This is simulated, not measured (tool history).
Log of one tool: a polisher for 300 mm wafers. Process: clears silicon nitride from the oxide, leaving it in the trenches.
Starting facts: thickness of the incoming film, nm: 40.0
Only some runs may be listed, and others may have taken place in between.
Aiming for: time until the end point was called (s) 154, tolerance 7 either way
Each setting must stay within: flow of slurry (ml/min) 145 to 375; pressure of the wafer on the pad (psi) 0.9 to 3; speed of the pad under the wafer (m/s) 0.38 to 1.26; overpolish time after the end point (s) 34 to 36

run,day,flow of slurry (ml/min),pressure of the wafer on the pad (psi),speed of the pad under the wafer (m/s),overpolish time after the end point (s),time until the end point was called (s)
1,0,240,1.9,0.82,34,100.25
2,0.296,240,1.9,1,34,82.553
3,0.45,215,1.9,1,34,83.685
4,0.688,185,1.9,1,34,84.608
5,0.817,185,1.9,0.84,34,102.99
# day 1.05: slurry nozzle cleaned
6,1.05,185,1.5,0.84,34,118.91
7,1.117,185,1.3,0.82,34,137.11
8,1.492,185,1.1,0.82,34,163.83

Exercise: of the 4 proposed moves below, exactly one satisfies all targets within the stated allowed misses. Which move is it?
A,1.867,205,1,0.92,34,?
B,1.867,195,1.2,0.68,34,?
C,1.867,175,1.1,0.74,34,?
D,1.867,290,0.9,0.84,34,?

move,time until the end point was called (s)
A,156.46
B,177.71
C,181.13
D,181.01
A: in spec on every target
B: the biggest miss grows against the last run
C: the biggest miss grows against the last run
D: the biggest miss grows against the last run
The move that meets every target is A.

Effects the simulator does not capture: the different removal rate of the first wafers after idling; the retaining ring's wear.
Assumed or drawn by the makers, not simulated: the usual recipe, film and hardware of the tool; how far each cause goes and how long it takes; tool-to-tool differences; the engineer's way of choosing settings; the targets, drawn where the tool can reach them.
